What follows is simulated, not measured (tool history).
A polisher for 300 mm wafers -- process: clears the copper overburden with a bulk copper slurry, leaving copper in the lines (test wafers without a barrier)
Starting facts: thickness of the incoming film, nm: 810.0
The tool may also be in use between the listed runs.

run  hour  flow of slurry (ml/min)  pressure of the wafer on the pad (kPa)  speed of the pad under the wafer (m/s)  abrasive content of the slurry  overpolish time after the end point (s)  time until the end point was called (s)  dishing of a wide line in a test structure (angstrom)
  1     0                      135                                    13.8                                     0.9                               1                                       21                                   165.41                                                 647.79
  2   2.9                      135                                    13.8                                     0.9                               1                                       12                                   164.86                                                 414.16
  3   6.6                      135                                      11                                     0.9                               1                                       12                                   201.51                                                 342.06
  4  12.4                      135                                      11                                     0.9                               1                                        6                                   204.29                                                 186.85
  5  14.2                      135                                      11                                     1.1                               1                                        6                                   166.22                                                 230.21
  6  22.1                      135                                    11.7                                    1.16                               1                                        6                                   152.14                                                 243.01

For run 7, what comes out?
  7    26                      135                                    12.4                                     1.2                               1                                        6                                        ?                                                      ?

{"run 7": {"time until the end point was called (s)": 140.68, "dishing of a wide line in a test structure (angstrom)": 263.1}}
